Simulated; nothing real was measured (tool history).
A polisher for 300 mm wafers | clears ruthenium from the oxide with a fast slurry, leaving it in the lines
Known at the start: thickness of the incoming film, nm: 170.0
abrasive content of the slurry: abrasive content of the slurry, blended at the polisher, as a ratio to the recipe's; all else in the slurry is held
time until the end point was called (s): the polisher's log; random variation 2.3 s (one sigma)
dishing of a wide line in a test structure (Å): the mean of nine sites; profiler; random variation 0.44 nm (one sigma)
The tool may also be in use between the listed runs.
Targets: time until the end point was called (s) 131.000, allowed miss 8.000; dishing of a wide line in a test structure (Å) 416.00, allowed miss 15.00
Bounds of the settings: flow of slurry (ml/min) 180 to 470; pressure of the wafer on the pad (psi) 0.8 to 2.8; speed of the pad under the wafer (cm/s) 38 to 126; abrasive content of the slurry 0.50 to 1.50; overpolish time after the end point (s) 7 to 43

run,hour,flow of slurry (ml/min),pressure of the wafer on the pad (psi),speed of the pad under the wafer (cm/s),abrasive content of the slurry,overpolish time after the end point (s),time until the end point was called (s),dishing of a wide line in a test structure (Å)
1,0.0,300,1.8,82,1.00,22,86.200,363.41
2,4.0,300,1.6,82,1.00,22,95.585,330.11
3,11.8,300,1.6,82,0.80,22,100.560,309.83
4,14.9,325,1.6,82,0.80,22,100.900,314.46
5,20.7,325,1.6,82,0.95,22,96.161,325.88
6,29.4,325,1.6,82,0.95,27,95.057,401.72
7,32.7,325,1.6,82,0.95,27,94.654,396.92
8,33.4,320,1.4,82,0.95,30,108.270,383.95
9,35.8,300,1.3,82,0.95,32,115.730,384.56
10,38.9,285,1.3,82,0.95,34,116.730,405.17
11,42.3,250,1.1,82,0.95,38,141.550,383.85
12,50.6,265,1.1,82,0.95,38,139.340,387.82

5 next moves are on the table. One of them brings every result within its allowed miss. Which?
A,58.9,330,1.3,78,0.80,39,?,?
B,58.9,270,1.3,82,0.80,31,?,?
C,58.9,330,1.3,74,0.95,33,?,?
D,58.9,280,1.0,82,1.10,40,?,?
E,58.9,250,1.2,66,1.00,43,?,?

move,time until the end point was called (s),dishing of a wide line in a test structure (Å)
A,127.590,427.86
B,122.880,358.39
C,127.050,368.23
D,142.250,396.29
E,152.990,396.10
A: meets every target
B: further off than the last run
C: further off than the last run
D: nearer than the last run, and not there yet
E: further off than the last run
The right move is A.
